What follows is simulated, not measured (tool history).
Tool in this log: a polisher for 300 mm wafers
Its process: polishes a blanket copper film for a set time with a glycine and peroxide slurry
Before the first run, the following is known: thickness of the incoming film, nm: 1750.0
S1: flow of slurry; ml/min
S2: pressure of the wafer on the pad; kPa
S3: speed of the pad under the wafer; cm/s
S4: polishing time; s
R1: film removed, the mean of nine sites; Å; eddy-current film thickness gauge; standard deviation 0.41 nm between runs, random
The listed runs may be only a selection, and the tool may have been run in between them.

{"run": 1, "day": 0.0, "S1": 210, "S2": 13.1, "S3": 126, "S4": 19, "R1": 927.82}
{"run": 2, "day": 0.104, "S1": 205, "S2": 12.4, "S3": 126, "S4": 19, "R1": 886.72}
{"run": 3, "day": 0.375, "S1": 155, "S2": 12.4, "S3": 126, "S4": 19, "R1": 853.62}
{"run": 4, "day": 0.433, "S1": 155, "S2": 11.7, "S3": 126, "S4": 19, "R1": 808.66}
{"run": 5, "day": 0.788, "S1": 155, "S2": 9.0, "S3": 126, "S4": 19, "R1": 655.23}
{"run": 6, "day": 0.912, "S1": 155, "S2": 11.0, "S3": 126, "S4": 19, "R1": 774.8}
{"run": 7, "day": 1.179, "S1": 155, "S2": 10.3, "S3": 126, "S4": 19, "R1": 728.45}

Run 8 has not been measured yet. What should we expect?
{"run": 8, "day": 1.521, "S1": 145, "S2": 9.0, "S3": 126, "S4": 19, "R1": "?"}

For run 8 the tool returned R1 649.54 Å.
